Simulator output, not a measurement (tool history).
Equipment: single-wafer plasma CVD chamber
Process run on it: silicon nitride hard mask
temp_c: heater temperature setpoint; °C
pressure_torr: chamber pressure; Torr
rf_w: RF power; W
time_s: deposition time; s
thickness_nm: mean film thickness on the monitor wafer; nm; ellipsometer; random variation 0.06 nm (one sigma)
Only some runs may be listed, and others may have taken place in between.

run	hour	temp_c	pressure_torr	rf_w	time_s	thickness_nm
1	0.0	425	1.91	335	21.4	26.271
2	0.7	425	2.11	335	21.4	27.160
3	3.4	425	1.90	335	21.4	26.339
4	11.5	431	1.68	305	21.4	23.406
5	12.1	431	1.68	305	22.1	24.288
6	14.6	438	1.68	305	22.1	24.307

Run 7, settings as shown, results not yet in. Your forecast:
7	20.7	438	1.56	285	22.0	?

{"run 7": {"thickness_nm": 22.471}}
